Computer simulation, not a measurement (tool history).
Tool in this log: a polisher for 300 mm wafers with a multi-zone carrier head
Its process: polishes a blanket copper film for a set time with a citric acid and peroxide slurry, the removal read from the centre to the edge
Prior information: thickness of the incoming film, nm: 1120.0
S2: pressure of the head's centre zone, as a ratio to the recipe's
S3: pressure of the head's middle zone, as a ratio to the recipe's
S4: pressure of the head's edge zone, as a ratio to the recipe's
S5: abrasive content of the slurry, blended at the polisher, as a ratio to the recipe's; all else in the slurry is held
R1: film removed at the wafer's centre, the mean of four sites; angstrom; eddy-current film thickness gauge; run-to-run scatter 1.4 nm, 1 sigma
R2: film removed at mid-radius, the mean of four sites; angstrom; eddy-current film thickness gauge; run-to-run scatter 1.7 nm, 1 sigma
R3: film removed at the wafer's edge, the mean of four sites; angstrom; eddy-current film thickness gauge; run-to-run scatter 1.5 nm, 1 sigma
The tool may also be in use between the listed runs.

run 1 hour=0 | flow_of_slurry_(ml/min)=170 S2=1 S3=1 S4=1 S5=1 polishing_time_(s)=60 | R1=1346.5 R2=1414 R3=1380.9
run 2 hour=3.7 | flow_of_slurry_(ml/min)=170 S2=1 S3=1 S4=1.05 S5=1 polishing_time_(s)=60 | R1=1362.4 R2=1429.2 R3=1434.5
run 3 hour=12 | flow_of_slurry_(ml/min)=180 S2=0.97 S3=1.03 S4=1.09 S5=1.1 polishing_time_(s)=60 | R1=1361.4 R2=1502.4 R3=1494.5
run 4 hour=19.3 | flow_of_slurry_(ml/min)=180 S2=0.97 S3=1.03 S4=1.04 S5=1.1 polishing_time_(s)=60 | R1=1353.1 R2=1495.3 R3=1476.5
run 5 hour=23.1 | flow_of_slurry_(ml/min)=195 S2=0.96 S3=1.06 S4=1.07 S5=1.2 polishing_time_(s)=60 | R1=1397.8 R2=1583.7 R3=1523.6
run 6 hour=24.5 | flow_of_slurry_(ml/min)=195 S2=1.03 S3=1.06 S4=1.07 S5=1.2 polishing_time_(s)=60 | R1=1512.1 R2=1568.2 R3=1500
run 7 hour=31.9 | flow_of_slurry_(ml/min)=205 S2=0.99 S3=1.08 S4=1.1 S5=1.3 polishing_time_(s)=60 | R1=1493 R2=1651.3 R3=1582.4
run 8 hour=34.9 | flow_of_slurry_(ml/min)=215 S2=0.96 S3=1.09 S4=1.12 S5=1.35 polishing_time_(s)=60 | R1=1486 R2=1670.2 R3=1630.6

Expected results for the next run?
run 9 hour=42.9 | flow_of_slurry_(ml/min)=220 S2=0.94 S3=1.11 S4=1.14 S5=1.4 polishing_time_(s)=60 | R1=? R2=? R3=?

R1: 1458.3 angstrom
R2: 1724.9 angstrom
R3: 1630.5 angstrom

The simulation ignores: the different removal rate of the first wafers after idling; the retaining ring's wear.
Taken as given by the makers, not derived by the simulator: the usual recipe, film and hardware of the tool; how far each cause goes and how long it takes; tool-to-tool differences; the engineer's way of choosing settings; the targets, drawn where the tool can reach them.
